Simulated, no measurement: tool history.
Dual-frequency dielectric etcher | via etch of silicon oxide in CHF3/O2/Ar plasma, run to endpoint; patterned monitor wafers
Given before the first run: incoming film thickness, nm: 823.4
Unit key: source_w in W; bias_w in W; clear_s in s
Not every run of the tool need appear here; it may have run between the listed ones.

run 1 hour=0.0 | source_w=660 bias_w=139 | clear_s=421.69
run 2 hour=3.1 | source_w=710 bias_w=139 | clear_s=410.15
run 3 hour=10.2 | source_w=660 bias_w=139 | clear_s=422.47
run 4 hour=14.4 | source_w=610 bias_w=138 | clear_s=441.92
run 5 hour=16.9 | source_w=510 bias_w=138 | clear_s=481.39
run 6 hour=19.3 | source_w=620 bias_w=138 | clear_s=440.84

The next listed run, before its measurement:
run 7 hour=22.3 | source_w=600 bias_w=138 | clear_s=?

clear_s: 445.74 s
